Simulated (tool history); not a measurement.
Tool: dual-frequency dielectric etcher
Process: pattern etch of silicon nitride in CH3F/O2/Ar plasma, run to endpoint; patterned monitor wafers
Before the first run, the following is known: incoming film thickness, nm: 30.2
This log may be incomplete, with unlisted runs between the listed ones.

Run 1, day 0: source power (W) 390, bias power (W) 78. Result: endpoint time (s) 39.848.
Run 2, day 0.279: source power (W) 320, bias power (W) 78. Result: endpoint time (s) 45.945.
Run 3, day 0.483: source power (W) 320, bias power (W) 90. Result: endpoint time (s) 43.324.
Run 4, day 0.771: source power (W) 320, bias power (W) 81. Result: endpoint time (s) 45.68.
Run 5, day 0.946: source power (W) 370, bias power (W) 81. Result: endpoint time (s) 40.679.
Run 6, day 1.142: source power (W) 330, bias power (W) 81. Result: endpoint time (s) 44.234.
Run 7, day 1.204: source power (W) 330, bias power (W) 81. Result: endpoint time (s) 44.125.
Run 8, day 1.579: source power (W) 340, bias power (W) 81. Result: endpoint time (s) 43.272.
Run 9, day 1.842: source power (W) 350, bias power (W) 81. Result: endpoint time (s) 42.515.
Run 10, day 2.125: source power (W) 360, bias power (W) 81. Result: endpoint time (s) 41.77.
Run 11, day 2.2: source power (W) 360, bias power (W) 81. Result: endpoint time (s) 41.574.
At day 2.45: wet clean of the chamber.
Run 12, day 2.45: source power (W) 370, bias power (W) 81. Result: endpoint time (s) 42.014.

Forecast run 13:
Run 13, day 2.542: source power (W) 380, bias power (W) 82. Result: endpoint time (s) ?.

{"run 13": {"endpoint time (s)": 41.121}}

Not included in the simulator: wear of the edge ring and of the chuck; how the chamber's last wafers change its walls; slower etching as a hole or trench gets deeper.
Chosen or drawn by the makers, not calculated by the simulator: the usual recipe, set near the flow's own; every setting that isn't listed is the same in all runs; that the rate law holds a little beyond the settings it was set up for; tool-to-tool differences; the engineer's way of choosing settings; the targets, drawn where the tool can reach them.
